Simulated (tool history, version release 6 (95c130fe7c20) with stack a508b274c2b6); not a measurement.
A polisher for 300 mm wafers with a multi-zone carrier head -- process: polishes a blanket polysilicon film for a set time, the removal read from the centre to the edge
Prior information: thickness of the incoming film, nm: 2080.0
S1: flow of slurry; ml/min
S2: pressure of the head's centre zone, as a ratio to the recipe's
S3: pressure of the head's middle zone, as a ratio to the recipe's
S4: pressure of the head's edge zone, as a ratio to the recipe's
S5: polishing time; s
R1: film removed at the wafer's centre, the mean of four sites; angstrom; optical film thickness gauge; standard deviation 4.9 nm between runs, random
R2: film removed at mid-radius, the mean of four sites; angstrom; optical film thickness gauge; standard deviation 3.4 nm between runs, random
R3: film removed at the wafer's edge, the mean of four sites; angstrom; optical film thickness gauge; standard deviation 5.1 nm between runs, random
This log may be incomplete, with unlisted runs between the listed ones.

run	hour	S1	S2	S3	S4	S5	R1	R2	R3
1	0	120	1	1	1	49	2836	2852.1	2825.7
2	3.4	120	1	0.95	1	49	2899.7	2738.3	2809.3
3	9.1	130	1	0.95	1	49	2935.7	2791.5	2770.8
4	17.7	130	1	1.03	1	49	2963	2886.6	2874.4
5	19.8	130	0.96	1.03	1	49	2800.3	2927.8	2891.3
6	21.1	130	0.96	1.09	1	49	2858.9	3013.2	2760.3

Run 7 comes next. What will it give?
7	24.3	135	0.97	1.08	1.02	51	?	?	?

{"run 7": {"R1": 2976.8, "R2": 3087.8, "R3": 3036.1}}
